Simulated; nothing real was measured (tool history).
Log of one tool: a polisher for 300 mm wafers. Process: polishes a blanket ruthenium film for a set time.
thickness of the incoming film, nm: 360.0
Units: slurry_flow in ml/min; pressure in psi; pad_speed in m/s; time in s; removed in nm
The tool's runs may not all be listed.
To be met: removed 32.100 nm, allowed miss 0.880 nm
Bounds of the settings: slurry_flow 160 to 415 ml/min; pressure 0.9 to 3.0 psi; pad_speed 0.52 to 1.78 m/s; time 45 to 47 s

run	hour	slurry_flow	pressure	pad_speed	time	removed
1	0.0	265	1.9	1.14	45	57.754
2	7.1	265	1.5	1.14	45	45.769
3	8.0	265	1.4	1.14	45	43.687
4	9.1	265	1.3	1.14	45	40.450
5	18.0	265	1.2	1.14	45	37.858
6	22.5	265	1.2	1.36	45	44.286
7	31.1	265	1.2	1.36	45	44.225
8	33.2	265	1.2	1.32	45	43.268
9	40.1	265	1.2	1.30	45	42.862
10	43.2	250	0.9	1.12	45	28.163
11	48.4	260	0.9	1.12	45	28.652
12	51.7	270	0.9	1.12	45	28.790
13	58.7	275	0.9	1.12	45	28.780

5 next moves are on the table. One of them brings every result within its allowed miss. Which?
A	65.7	280	0.9	0.98	45	?
B	65.7	275	0.9	1.02	45	?
C	65.7	315	1.0	0.90	45	?
D	65.7	415	1.0	1.08	45	?
E	65.7	300	1.1	1.04	47	?

move	removed
A	25.856
B	26.709
C	26.703
D	31.901
E	34.205
A: further off than the last run
B: further off than the last run
C: further off than the last run
D: meets every target
E: takes the result that was furthest off past its target
Move D is the one to make.
